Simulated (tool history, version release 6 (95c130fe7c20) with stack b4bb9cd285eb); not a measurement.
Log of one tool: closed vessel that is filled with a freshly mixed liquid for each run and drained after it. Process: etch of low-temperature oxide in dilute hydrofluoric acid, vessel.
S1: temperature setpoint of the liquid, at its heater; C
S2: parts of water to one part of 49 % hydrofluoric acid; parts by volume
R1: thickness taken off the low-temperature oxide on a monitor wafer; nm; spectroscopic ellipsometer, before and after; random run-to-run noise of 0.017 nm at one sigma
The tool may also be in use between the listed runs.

{"run": 1, "hour": 0.0, "S1": 22, "S2": 205, "time in the liquid (s)": 40, "R1": 2.4306}
{"run": 2, "hour": 6.6, "S1": 20.5, "S2": 210, "time in the liquid (s)": 40, "R1": 2.2013}
{"run": 3, "hour": 9.7, "S1": 20.5, "S2": 140, "time in the liquid (s)": 40, "R1": 3.5973}
{"run": 4, "hour": 18.8, "S1": 19.5, "S2": 165, "time in the liquid (s)": 40, "R1": 2.833}
{"run": 5, "hour": 22.5, "S1": 19, "S2": 180, "time in the liquid (s)": 40, "R1": 2.4994}
{"run": 6, "hour": 31.4, "S1": 19, "S2": 250, "time in the liquid (s)": 40, "R1": 1.7053}
{"run": 7, "hour": 38.8, "S1": 20, "S2": 250, "time in the liquid (s)": 40, "R1": 1.7737}
{"run": 8, "hour": 39.8, "S1": 20.5, "S2": 250, "time in the liquid (s)": 40, "R1": 1.8025}

Estimate the outcome of run 9 from the log above:
{"run": 9, "hour": 43.4, "S1": 21, "S2": 250, "time in the liquid (s)": 40, "R1": "?"}

{"run 9": {"R1": 1.825}}
